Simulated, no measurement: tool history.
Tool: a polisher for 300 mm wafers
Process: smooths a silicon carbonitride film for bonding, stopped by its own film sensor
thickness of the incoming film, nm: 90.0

run,hour,flow of slurry (ml/min),pressure of the wafer on the pad (psi),speed of the pad under the wafer (m/s),abrasive content of the slurry,target thickness at which the film sensor stops the polish (nm),time until the film sensor stopped the polish (s)
1,0,255,2.2,0.86,1,68,85.5
2,7.8,290,2.2,0.86,1,68,84.03
3,11.6,290,2,0.86,1,68,91.781
4,17.7,245,2,0.86,1,68,95.081
5,19.8,245,2,0.86,1,67,99.691
6,27.3,245,2,0.96,1,67,91.113
7,32.7,245,1.8,0.96,1,67,100.23
8,36.3,245,1.7,0.96,1,67,105.74
9,37,245,1.6,0.96,1,67,114.26

Forecast run 10:
10,39.4,245,1.5,0.96,1,67,?

{"run 10": {"time until the film sensor stopped the polish (s)": 119.39}}
